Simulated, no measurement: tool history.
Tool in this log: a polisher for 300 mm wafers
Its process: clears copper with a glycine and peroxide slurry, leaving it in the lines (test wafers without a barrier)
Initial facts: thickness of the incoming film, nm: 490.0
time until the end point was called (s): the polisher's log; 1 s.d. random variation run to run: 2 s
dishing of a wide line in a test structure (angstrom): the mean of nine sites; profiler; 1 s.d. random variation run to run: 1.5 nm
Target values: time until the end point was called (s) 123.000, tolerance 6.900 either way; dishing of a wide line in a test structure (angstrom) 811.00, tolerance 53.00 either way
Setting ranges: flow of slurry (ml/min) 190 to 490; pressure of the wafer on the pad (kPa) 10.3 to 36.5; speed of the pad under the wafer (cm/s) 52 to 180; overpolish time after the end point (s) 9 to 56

| run | hour | flow of slurry (ml/min) | pressure of the wafer on the pad (kPa) | speed of the pad under the wafer (cm/s) | overpolish time after the end point (s) | time until the end point was called (s) | dishing of a wide line in a test structure (angstrom) |
|---|---|---|---|---|---|---|---|
| 1 | 0.0 | 315 | 23.4 | 116 | 29 | 69.356 | 1060.80 |
| 2 | 3.3 | 290 | 23.4 | 116 | 29 | 71.661 | 1066.30 |
| 3 | 7.5 | 225 | 23.4 | 116 | 29 | 70.810 | 1060.00 |
| 4 | 8.2 | 225 | 21.4 | 116 | 29 | 77.874 | 964.70 |
| 5 | 13.2 | 225 | 17.9 | 112 | 32 | 94.617 | 891.37 |
| 6 | 21.6 | 225 | 16.5 | 110 | 34 | 103.190 | 895.49 |
| 7 | 23.2 | 225 | 15.2 | 110 | 34 | 109.740 | 852.11 |
| 8 | 26.4 | 225 | 14.5 | 110 | 34 | 110.040 | 835.94 |

Pick the move, out of 5, that brings all results within their allowed miss; only one does.
| A | 29.6 | 210 | 15.9 | 112 | 27 | ? | ? |
| B | 29.6 | 190 | 11.7 | 130 | 37 | ? | ? |
| C | 29.6 | 245 | 17.9 | 102 | 33 | ? | ? |
| D | 29.6 | 200 | 13.8 | 122 | 27 | ? | ? |
| E | 29.6 | 210 | 13.8 | 126 | 26 | ? | ? |

| move | time until the end point was called (s) | dishing of a wide line in a test structure (angstrom) |
|---|---|---|
| A | 104.170 | 750.94 |
| B | 119.720 | 825.63 |
| C | 99.556 | 912.94 |
| D | 109.690 | 712.11 |
| E | 106.040 | 709.04 |
A: misses by more than the last run did
B: meets every target
C: misses by more than the last run did
D: about as far from the targets as the last run
E: misses by more than the last run did
The right move is B.

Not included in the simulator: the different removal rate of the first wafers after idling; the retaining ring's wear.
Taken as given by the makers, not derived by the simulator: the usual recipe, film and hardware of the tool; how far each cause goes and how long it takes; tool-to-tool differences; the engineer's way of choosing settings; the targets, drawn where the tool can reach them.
